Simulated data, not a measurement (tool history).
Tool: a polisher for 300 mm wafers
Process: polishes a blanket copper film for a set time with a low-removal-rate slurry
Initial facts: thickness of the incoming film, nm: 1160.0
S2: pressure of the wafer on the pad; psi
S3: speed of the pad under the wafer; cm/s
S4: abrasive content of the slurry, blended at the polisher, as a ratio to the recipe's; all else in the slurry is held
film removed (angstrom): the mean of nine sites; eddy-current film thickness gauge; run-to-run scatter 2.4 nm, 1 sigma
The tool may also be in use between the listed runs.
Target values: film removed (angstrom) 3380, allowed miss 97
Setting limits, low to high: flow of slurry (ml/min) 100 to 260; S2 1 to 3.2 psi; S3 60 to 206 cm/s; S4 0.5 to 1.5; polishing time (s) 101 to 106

Run 1, hour 0: flow of slurry (ml/min) 165, S2 2.1 psi, S3 132 cm/s, S4 1, polishing time (s) 101. Result: film removed (angstrom) 2384.
Run 2, hour 7: flow of slurry (ml/min) 175, S2 2.3 psi, S3 132 cm/s, S4 1, polishing time (s) 101. Result: film removed (angstrom) 2528.6.
Run 3, hour 14: flow of slurry (ml/min) 175, S2 2.3 psi, S3 132 cm/s, S4 1, polishing time (s) 101. Result: film removed (angstrom) 2571.2.
Run 4, hour 15.5: flow of slurry (ml/min) 175, S2 2.5 psi, S3 132 cm/s, S4 1, polishing time (s) 101. Result: film removed (angstrom) 2692.5.
Run 5, hour 19.8: flow of slurry (ml/min) 180, S2 2.7 psi, S3 132 cm/s, S4 1, polishing time (s) 101. Result: film removed (angstrom) 2845.2.
Run 6, hour 21.1: flow of slurry (ml/min) 180, S2 2.7 psi, S3 112 cm/s, S4 1, polishing time (s) 101. Result: film removed (angstrom) 2469.9.
Run 7, hour 26: flow of slurry (ml/min) 180, S2 2.9 psi, S3 118 cm/s, S4 1, polishing time (s) 101. Result: film removed (angstrom) 2713.3.
Run 8, hour 26.6: flow of slurry (ml/min) 185, S2 3 psi, S3 124 cm/s, S4 1, polishing time (s) 101. Result: film removed (angstrom) 2853.5.
Run 9, hour 31.7: flow of slurry (ml/min) 185, S2 3 psi, S3 124 cm/s, S4 1, polishing time (s) 101. Result: film removed (angstrom) 2906.9.
Run 10, hour 40.1: flow of slurry (ml/min) 185, S2 3.1 psi, S3 128 cm/s, S4 1, polishing time (s) 101. Result: film removed (angstrom) 3037.7.
Run 11, hour 42.9: flow of slurry (ml/min) 185, S2 3.1 psi, S3 132 cm/s, S4 1, polishing time (s) 101. Result: film removed (angstrom) 3129.7.
Run 12, hour 43.7: flow of slurry (ml/min) 185, S2 3.1 psi, S3 134 cm/s, S4 1, polishing time (s) 101. Result: film removed (angstrom) 3191.5.
Run 13, hour 44.4: flow of slurry (ml/min) 185, S2 3.1 psi, S3 136 cm/s, S4 1, polishing time (s) 101. Result: film removed (angstrom) 3194.7.
Run 14, hour 50.7: flow of slurry (ml/min) 185, S2 3.1 psi, S3 138 cm/s, S4 1, polishing time (s) 101. Result: film removed (angstrom) 3239.8.

4 next moves are on the table. One of them brings every result within its allowed miss. Which?
Run A, hour 57: flow of slurry (ml/min) 205, S2 2.7 psi, S3 140 cm/s, S4 1, polishing time (s) 106. Result: film removed (angstrom) ?.
Run B, hour 57: flow of slurry (ml/min) 190, S2 2.9 psi, S3 150 cm/s, S4 1.4, polishing time (s) 101. Result: film removed (angstrom) ?.
Run C, hour 57: flow of slurry (ml/min) 235, S2 2.4 psi, S3 182 cm/s, S4 0.85, polishing time (s) 102. Result: film removed (angstrom) ?.
Run D, hour 57: flow of slurry (ml/min) 180, S2 2.7 psi, S3 138 cm/s, S4 1.3, polishing time (s) 101. Result: film removed (angstrom) ?.

move  film removed (angstrom)
   A                   3180.6
   B                   3688.8
   C                   3420.1
   D                   3186.3
A: misses by more than the last run did
B: pushes the last run's worst result past its target
C: each result inside its tolerance
D: misses by more than the last run did
Correct choice: C, which meets every target
